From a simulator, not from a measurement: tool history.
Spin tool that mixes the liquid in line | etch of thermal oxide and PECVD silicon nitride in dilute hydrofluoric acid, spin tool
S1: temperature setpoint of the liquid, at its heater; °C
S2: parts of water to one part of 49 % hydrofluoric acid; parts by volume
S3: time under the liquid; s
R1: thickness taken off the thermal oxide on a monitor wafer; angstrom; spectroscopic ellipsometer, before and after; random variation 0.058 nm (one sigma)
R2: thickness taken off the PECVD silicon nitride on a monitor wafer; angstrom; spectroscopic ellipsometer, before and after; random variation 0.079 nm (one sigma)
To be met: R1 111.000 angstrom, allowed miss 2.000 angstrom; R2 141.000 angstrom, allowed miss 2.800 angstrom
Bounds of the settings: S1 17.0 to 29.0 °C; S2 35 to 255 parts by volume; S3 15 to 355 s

| run | day | S1 | S2 | S3 | R1 | R2 |
|---|---|---|---|---|---|---|
| 1 | 0.000 | 21.0 | 145 | 180 | 43.728 | 62.993 |
| 2 | 0.267 | 21.0 | 130 | 180 | 49.794 | 69.724 |
| 3 | 0.596 | 22.5 | 130 | 180 | 53.234 | 77.808 |
| 4 | 0.925 | 22.5 | 105 | 180 | 67.620 | 95.218 |
| 5 | 1.267 | 24.0 | 105 | 180 | 71.715 | 106.450 |
| 6 | 1.571 | 24.0 | 130 | 180 | 56.551 | 85.287 |
| 7 | 1.904 | 20.5 | 75 | 165 | 83.393 | 106.570 |
| 8 | 2.171 | 20.5 | 70 | 165 | 88.923 | 113.190 |
| 9 | 2.496 | 22.0 | 40 | 155 | 162.800 | 207.160 |
| 10 | 2.633 | 21.5 | 45 | 160 | 144.230 | 181.950 |
| 11 | 2.938 | 21.0 | 55 | 165 | 118.450 | 148.710 |
| 12 | 3.283 | 21.0 | 65 | 170 | 101.480 | 130.480 |
| 13 | 3.342 | 21.0 | 65 | 165 | 98.724 | 125.260 |

Which of these 5 next moves meets every target?
| A | 3.400 | 21.0 | 55 | 155 | ? | ? |
| B | 3.400 | 27.5 | 60 | 120 | ? | ? |
| C | 3.400 | 23.5 | 90 | 220 | ? | ? |
| D | 3.400 | 27.0 | 95 | 190 | ? | ? |
| E | 3.400 | 22.5 | 90 | 250 | ? | ? |

| move | R1 | R2 |
|---|---|---|
| A | 111.520 | 139.590 |
| B | 102.520 | 153.450 |
| C | 102.670 | 144.820 |
| D | 95.805 | 149.070 |
| E | 112.060 | 153.940 |
A: meets every target
B: nearer than the last run, and not there yet
C: nearer than the last run, and not there yet
D: further off than the last run
E: brings the result that was furthest off to its target, and leaves another outside
Move A is the one to make.
